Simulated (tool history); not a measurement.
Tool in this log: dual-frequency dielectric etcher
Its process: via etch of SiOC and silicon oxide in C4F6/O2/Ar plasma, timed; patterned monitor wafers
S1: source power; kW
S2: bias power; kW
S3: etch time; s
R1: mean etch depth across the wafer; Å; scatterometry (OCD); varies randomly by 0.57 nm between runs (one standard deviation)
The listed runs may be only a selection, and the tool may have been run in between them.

run,hour,S1,S2,S3,R1
1,0.0,0.450,0.227,55.0,733.27
2,8.8,0.400,0.227,55.0,705.04
3,9.4,0.400,0.257,55.0,736.18
4,11.8,0.420,0.261,55.0,749.56
5,12.5,0.440,0.265,55.0,773.56
6,20.5,0.440,0.265,49.5,701.86
# hour 26.2: bias power generator calibrated
7,26.2,0.460,0.274,50.0,708.28
8,31.8,0.490,0.281,51.0,750.27
9,39.7,0.500,0.287,51.5,766.51

What does the tool deliver on the next run?
10,44.7,0.510,0.292,52.0,?

{"run 10": {"R1": 790.76}}
